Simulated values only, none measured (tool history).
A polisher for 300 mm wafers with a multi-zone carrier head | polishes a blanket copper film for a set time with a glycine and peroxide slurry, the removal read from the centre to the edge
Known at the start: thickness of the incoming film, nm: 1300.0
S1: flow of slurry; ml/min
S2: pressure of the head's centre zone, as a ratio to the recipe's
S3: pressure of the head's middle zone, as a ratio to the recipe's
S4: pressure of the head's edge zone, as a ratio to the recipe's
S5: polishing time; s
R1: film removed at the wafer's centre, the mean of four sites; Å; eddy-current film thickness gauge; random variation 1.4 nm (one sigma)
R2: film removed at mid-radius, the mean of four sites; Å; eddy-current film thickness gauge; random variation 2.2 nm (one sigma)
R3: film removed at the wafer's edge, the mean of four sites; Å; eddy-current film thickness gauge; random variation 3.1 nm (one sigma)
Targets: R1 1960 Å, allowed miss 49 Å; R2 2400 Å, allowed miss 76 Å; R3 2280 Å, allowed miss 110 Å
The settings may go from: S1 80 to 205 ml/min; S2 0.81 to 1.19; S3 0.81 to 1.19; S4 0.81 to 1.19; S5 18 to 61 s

run,hour,S1,S2,S3,S4,S5,R1,R2,R3
1,0,135,1,1,1,39,1539.6,1561.7,1540.7
2,3.7,135,1,1,0.95,39,1521.8,1568.5,1491.5
3,5.1,115,1,1,0.95,39,1469.3,1480.3,1459.7
4,11.3,115,1,1,0.95,47,1778.7,1805.5,1731.9
5,12.9,115,1,1,0.95,54,2028.2,2030.7,1998
6,17.2,120,0.98,1.02,0.98,54,2013,2121.9,2068.1
7,21.7,125,0.97,1.03,1,54,2018.1,2141.1,2173.6
8,27.4,130,0.96,1.05,1,54,2044.7,2198.5,2088.9
9,33.5,130,0.94,1.07,1.02,54,2004.4,2245.7,2135.3
10,38.2,130,0.93,1.08,1.04,54,2018.3,2299.5,2152.1
11,41.6,130,0.92,1.08,1.06,54,1956.3,2278.7,2173
12,48.4,130,0.92,1.09,1.07,54,1969.2,2333.8,2254
13,53.6,130,0.91,1.1,1.08,54,1933.5,2362.2,2210

Which of these 5 next moves meets every target?
A,58.8,115,0.9,1.08,1.09,55,?,?,?
B,58.8,110,0.9,1.12,1.08,58,?,?,?
C,58.8,160,0.93,1.19,0.94,51,?,?,?
D,58.8,115,0.88,1.15,1.13,55,?,?,?
E,58.8,140,0.89,1.05,1.09,54,?,?,?

move,R1,R2,R3
A,1886.9,2228.9,2171.8
B,1962.8,2395.4,2259.3
C,1962.5,2420.7,1973.1
D,1849.9,2352.4,2209.9
E,1935.2,2240.6,2205.8
A: brings the result that was furthest off to its target, and leaves another outside
B: meets every target
C: further off than the last run
D: brings the result that was furthest off to its target, and leaves another outside
E: brings the result that was furthest off to its target, and leaves another outside
Move B is the one to make.
